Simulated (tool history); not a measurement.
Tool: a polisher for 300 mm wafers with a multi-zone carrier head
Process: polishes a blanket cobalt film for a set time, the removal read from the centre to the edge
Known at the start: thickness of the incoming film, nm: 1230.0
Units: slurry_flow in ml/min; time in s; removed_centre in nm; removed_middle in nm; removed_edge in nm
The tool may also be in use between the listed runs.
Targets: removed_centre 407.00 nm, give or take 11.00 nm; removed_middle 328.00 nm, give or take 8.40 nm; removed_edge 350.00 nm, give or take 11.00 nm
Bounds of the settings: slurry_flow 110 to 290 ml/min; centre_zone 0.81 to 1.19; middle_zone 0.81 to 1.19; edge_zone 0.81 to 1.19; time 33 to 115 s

run,hour,slurry_flow,centre_zone,middle_zone,edge_zone,time,removed_centre,removed_middle,removed_edge
1,0.0,185,1.00,1.00,1.00,73,352.08,347.78,347.59
2,1.1,190,1.02,0.99,1.00,73,362.67,348.12,348.35
3,5.5,190,1.02,0.90,1.00,73,366.45,315.71,352.29
4,8.3,195,1.03,0.90,0.99,73,374.46,320.32,351.63
5,8.9,195,1.07,0.90,0.99,73,388.24,317.85,348.33
6,17.2,195,1.07,0.90,0.99,88,462.71,385.87,422.65
7,20.0,185,1.07,0.89,0.97,87,456.62,373.00,411.53
8,27.8,180,1.07,0.89,0.95,86,450.57,374.90,397.10
9,32.1,175,1.07,0.88,0.94,85,440.73,363.01,390.55

Which single option among these 4 for the next run brings every result within its allowed miss of target? Just one does.
A,36.4,220,0.98,1.07,0.83,82,?,?,?
B,36.4,160,1.10,0.93,0.89,80,?,?,?
C,36.4,150,1.08,0.87,0.87,81,?,?,?
D,36.4,160,1.12,0.93,0.86,81,?,?,?

move,removed_centre,removed_middle,removed_edge
A,405.29,424.63,365.92
B,417.67,349.43,355.46
C,409.30,330.58,353.26
D,430.42,353.78,354.35
A: the biggest miss grows against the last run
B: an improvement on the last run, though not all results are within tolerance
C: every result within its allowed miss
D: an improvement on the last run, though not all results are within tolerance
Go with C: it meets all targets.

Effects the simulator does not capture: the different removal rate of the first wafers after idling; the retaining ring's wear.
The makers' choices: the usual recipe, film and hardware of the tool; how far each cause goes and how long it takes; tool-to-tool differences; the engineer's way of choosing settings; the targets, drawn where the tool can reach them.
